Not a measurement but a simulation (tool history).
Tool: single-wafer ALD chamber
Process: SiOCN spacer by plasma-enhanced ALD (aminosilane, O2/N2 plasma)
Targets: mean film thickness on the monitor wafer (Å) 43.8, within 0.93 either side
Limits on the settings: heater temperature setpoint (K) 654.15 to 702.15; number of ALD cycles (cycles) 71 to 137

run,hour,heater temperature setpoint (K),number of ALD cycles (cycles),mean film thickness on the monitor wafer (Å)
1,0,678.15,104,60.887
2,7,678.15,117,68.847
3,14.3,678.15,131,76.919
4,21.2,678.15,122,71.541
5,24.3,681.15,113,65.788
6,30.2,685.15,106,61.149
7,38.6,695.15,89,49.62
8,46.1,700.15,76,41.849
9,47.3,699.15,76,41.93
10,52.7,698.15,76,42.003
11,53.6,697.15,76,42.126
12,57.7,696.15,76,42.173
13,62.7,696.15,77,42.747

Below are 5 possible settings for the next run. Only one of them brings all results inside the allowed miss of their targets. Which is it?
A,67.7,702.15,80,?
B,67.7,689.15,73,?
C,67.7,699.15,74,?
D,67.7,702.15,74,?
E,67.7,695.15,75,?

move,mean film thickness on the monitor wafer (Å)
A,43.598
B,41.403
C,40.707
D,40.328
E,41.769
A: meets every target
B: misses by more than the last run did
C: misses by more than the last run did
D: misses by more than the last run did
E: misses by more than the last run did
The move that meets every target is A.

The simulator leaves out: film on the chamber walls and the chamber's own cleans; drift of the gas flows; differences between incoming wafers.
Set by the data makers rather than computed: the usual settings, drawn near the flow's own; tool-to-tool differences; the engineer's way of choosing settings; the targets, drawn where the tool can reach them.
